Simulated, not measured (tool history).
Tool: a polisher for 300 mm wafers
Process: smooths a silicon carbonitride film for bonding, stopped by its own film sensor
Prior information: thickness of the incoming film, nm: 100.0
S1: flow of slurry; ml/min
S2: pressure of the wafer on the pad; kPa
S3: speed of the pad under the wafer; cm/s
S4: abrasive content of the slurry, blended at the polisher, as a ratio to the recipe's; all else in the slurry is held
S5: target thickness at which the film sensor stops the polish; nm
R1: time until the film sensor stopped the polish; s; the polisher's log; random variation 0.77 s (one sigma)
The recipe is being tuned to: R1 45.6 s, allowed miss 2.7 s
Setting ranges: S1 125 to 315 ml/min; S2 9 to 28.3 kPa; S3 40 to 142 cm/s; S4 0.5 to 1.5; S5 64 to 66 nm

run,hour,S1,S2,S3,S4,S5,R1
1,0,205,18.6,90,1,66,100.46
2,2.2,170,18.6,90,1,66,103.85
3,8.6,170,18.6,90,0.8,66,127.91
4,9.3,170,20,96,0.8,66,108.95
5,10.6,200,20,96,0.8,66,105.85
# hour 19: slurry nozzle cleaned
6,19,200,21.4,100,0.8,66,91.041
7,23.9,205,22.1,102,0.8,66,87.853
8,30.8,205,22.8,106,0.8,66,82.607
9,39.7,210,23.4,110,0.8,66,79.274
10,47.1,215,24.1,114,0.8,66,72.906
11,48.4,215,24.8,118,0.8,66,68.405
12,50.8,215,24.8,118,0.8,66,71.239
13,54.2,220,25.5,122,0.8,66,68.26
14,57.8,225,26.2,124,0.85,66,60.364
15,62,225,26.2,126,0.85,66,58.995
16,63.5,225,26.2,128,0.85,66,58.591

Which single option among these 5 for the next run brings every result within its allowed miss of target? Just one does.
A,65,225,28.3,140,0.95,66,?
B,65,220,26.2,140,1,65,?
C,65,205,27.6,136,0.9,66,?
D,65,230,25.5,120,1.1,65,?
E,65,250,27.6,140,0.85,66,?

move,R1
A,47.279
B,50.784
C,52.151
D,54.972
E,52.002
A: all results in spec
B: closes in on the targets versus the last run, not all within tolerance yet
C: closes in on the targets versus the last run, not all within tolerance yet
D: closes in on the targets versus the last run, not all within tolerance yet
E: closes in on the targets versus the last run, not all within tolerance yet
A is the move that brings every result within its allowed miss.
